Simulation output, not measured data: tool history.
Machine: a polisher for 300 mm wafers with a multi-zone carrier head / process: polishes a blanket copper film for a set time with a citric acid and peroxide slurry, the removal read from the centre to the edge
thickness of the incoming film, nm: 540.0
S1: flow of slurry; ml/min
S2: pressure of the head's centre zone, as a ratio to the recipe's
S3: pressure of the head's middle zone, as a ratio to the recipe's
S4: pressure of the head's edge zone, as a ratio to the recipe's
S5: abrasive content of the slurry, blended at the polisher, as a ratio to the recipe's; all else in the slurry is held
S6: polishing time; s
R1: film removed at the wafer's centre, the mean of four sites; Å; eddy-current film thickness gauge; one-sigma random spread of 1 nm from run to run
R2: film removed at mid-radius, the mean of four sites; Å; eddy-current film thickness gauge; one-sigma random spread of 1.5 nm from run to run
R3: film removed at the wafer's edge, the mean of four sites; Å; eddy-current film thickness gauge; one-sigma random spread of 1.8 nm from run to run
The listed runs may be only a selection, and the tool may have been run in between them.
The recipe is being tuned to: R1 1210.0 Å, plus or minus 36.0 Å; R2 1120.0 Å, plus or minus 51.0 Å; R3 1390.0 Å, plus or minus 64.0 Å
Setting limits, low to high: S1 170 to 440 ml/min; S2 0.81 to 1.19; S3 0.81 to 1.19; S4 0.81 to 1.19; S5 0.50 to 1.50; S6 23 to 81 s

run  hour   S1    S2    S3    S4    S5  S6      R1      R2      R3
  1   0.0  280  1.00  1.00  1.00  1.00  52  2023.9  1958.4  2078.7
  2   7.1  310  1.00  1.00  1.00  1.00  52  2090.9  2070.2  2164.7
  3  12.4  270  0.96  0.95  0.99  0.85  48  1729.4  1738.5  1884.4
  4  20.4  270  0.96  0.95  0.94  0.85  48  1772.2  1786.1  1884.3
  5  26.2  245  0.96  0.91  0.98  0.75  44  1568.0  1473.1  1669.2
     32.4  -- slurry nozzle cleaned
  6  32.4  245  0.96  0.91  0.98  0.60  44  1671.6  1608.6  1727.0
  7  34.1  230  0.94  0.88  0.95  0.70  42  1568.2  1504.6  1647.1
  8  34.9  225  0.94  0.88  0.99  0.75  39  1456.6  1381.6  1577.7
  9  43.0  220  0.93  0.86  1.00  0.75  36  1334.0  1244.8  1468.9
 10  51.8  220  0.92  0.85  1.01  0.75  35  1301.3  1184.0  1412.1
 11  56.9  220  0.90  0.84  1.02  0.75  35  1260.4  1177.7  1426.3

Exercise: of the 4 proposed moves below, exactly one satisfies all targets within the stated allowed misses. Which move is it?
  A  62.0  220  1.00  0.81  1.04  0.75  33   ?   ?   ?
  B  62.0  170  0.99  0.84  1.05  0.95  34   ?   ?   ?
  C  62.0  170  0.81  0.88  0.99  0.55  39   ?   ?   ?
  D  62.0  300  0.90  0.82  1.07  1.00  31   ?   ?   ?

move      R1      R2      R3
   A  1290.4  1099.8  1385.1
   B  1285.4  1145.4  1423.7
   C  1150.0  1287.3  1494.3
   D  1187.0  1124.7  1407.8
A: moves away from the targets compared with the last run
B: moves away from the targets compared with the last run
C: moves the result that the last run missed by most past its target, out the other side
D: all results land within tolerance of their targets
D is the move that brings every result within its allowed miss.
